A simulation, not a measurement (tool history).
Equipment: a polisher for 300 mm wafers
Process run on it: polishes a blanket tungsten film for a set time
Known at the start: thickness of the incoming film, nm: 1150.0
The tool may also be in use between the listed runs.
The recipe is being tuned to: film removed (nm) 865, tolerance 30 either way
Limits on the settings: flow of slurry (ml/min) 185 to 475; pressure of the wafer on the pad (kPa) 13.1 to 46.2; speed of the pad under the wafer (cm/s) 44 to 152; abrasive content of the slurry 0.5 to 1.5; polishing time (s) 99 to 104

run,hour,flow of slurry (ml/min),pressure of the wafer on the pad (kPa),speed of the pad under the wafer (cm/s),abrasive content of the slurry,polishing time (s),film removed (nm)
1,0,305,29.6,98,1,99,610.35
2,6.2,305,29.6,98,0.85,99,586.23
3,13.1,305,29.6,78,0.85,99,478
4,16.4,305,33.8,78,0.85,99,535.91
5,22.6,305,37.2,80,0.85,99,605.93
6,27.8,305,37.2,80,1,99,621.81
7,34.1,305,39.3,82,1,99,674.52
8,35.5,305,41.4,84,1,99,722.9

4 next moves are on the table. One of them brings every result within its allowed miss. Which?
A,36.9,305,45.5,88,0.9,104,?
B,36.9,250,46.2,68,0.9,100,?
C,36.9,250,40,62,1,104,?
D,36.9,290,34.5,90,1.15,99,?

move,film removed (nm)
A,865.77
B,647.69
C,548.42
D,676.3
A: every result lands within tolerance
B: further off than the last run
C: further off than the last run
D: further off than the last run
Move A is the one to make.

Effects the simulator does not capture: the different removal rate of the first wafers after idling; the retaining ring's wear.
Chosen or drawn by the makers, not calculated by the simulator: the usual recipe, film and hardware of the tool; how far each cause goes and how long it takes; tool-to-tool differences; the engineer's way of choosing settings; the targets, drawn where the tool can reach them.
